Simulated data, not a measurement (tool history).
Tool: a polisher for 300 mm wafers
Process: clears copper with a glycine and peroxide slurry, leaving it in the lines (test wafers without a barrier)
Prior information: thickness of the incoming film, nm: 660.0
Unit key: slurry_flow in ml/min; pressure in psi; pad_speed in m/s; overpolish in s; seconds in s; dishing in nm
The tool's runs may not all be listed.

run    day  slurry_flow  pressure  pad_speed  overpolish  seconds  dishing
  1  0.000          275       3.2       1.16           9   92.476   39.222
  2  0.271          275       3.2       0.94           9  103.620   35.116
  3  0.558          275       3.0       0.94          10  108.370   36.672
  4  0.683          275       3.0       0.94          12  109.320   43.198
  5  0.950          275       2.8       0.94          12  116.380   41.232
  6  1.246          275       2.8       0.82          12  125.600   38.011
  7  1.375          275       2.7       0.82          12  127.420   36.879
  8  1.650          275       2.6       0.82          12  131.130   36.588

Predict the results of run 9:
  9  1.804          275       2.5       0.82          12        ?        ?

seconds: 133.960 s
dishing: 34.985 nm
